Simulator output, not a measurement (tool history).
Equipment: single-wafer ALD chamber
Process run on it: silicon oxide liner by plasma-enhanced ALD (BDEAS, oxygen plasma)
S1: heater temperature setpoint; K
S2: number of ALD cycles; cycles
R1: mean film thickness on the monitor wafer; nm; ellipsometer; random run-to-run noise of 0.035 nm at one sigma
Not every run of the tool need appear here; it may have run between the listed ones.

| run | hour | S1 | S2 | R1 |
|---|---|---|---|---|
| 1 | 0 | 593.15 | 77 | 7.0495 |
| 2 | 1.8 | 593.15 | 78 | 7.1557 |
| 3 | 9.8 | 593.15 | 72 | 6.6378 |
| 4 | 17.1 | 593.15 | 77 | 7.151 |
| 5 | 20.3 | 593.15 | 78 | 7.1886 |
| 6 | 25 | 593.15 | 79 | 7.3107 |

Run 7, settings as shown, results not yet in. Your forecast:
| 7 | 25.9 | 591.15 | 81 | ? |

{"run 7": {"R1": 7.4731}}
